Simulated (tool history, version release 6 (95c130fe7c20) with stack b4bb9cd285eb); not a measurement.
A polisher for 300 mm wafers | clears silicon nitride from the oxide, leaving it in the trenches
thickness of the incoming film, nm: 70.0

run	hour	flow of slurry (ml/min)	pressure of the wafer on the pad (psi)	speed of the pad under the wafer (m/s)	overpolish time after the end point (s)	time until the end point was called (s)
1	0	320	3	0.84	12	71.203
2	4.2	320	3.6	0.84	12	62.039
3	5.2	320	3.6	0.92	12	57.07
4	7	320	3.4	0.92	12	59.855
5	13.8	320	3.4	0.92	9	59.346
6	19	320	3.4	0.76	9	71.302
7	20.8	320	3.3	0.76	9	73.607
8	21.4	320	3.2	0.76	9	73.508

Forecast run 9:
9	27.2	320	3.1	0.76	9	?

{"run 9": {"time until the end point was called (s)": 77.029}}

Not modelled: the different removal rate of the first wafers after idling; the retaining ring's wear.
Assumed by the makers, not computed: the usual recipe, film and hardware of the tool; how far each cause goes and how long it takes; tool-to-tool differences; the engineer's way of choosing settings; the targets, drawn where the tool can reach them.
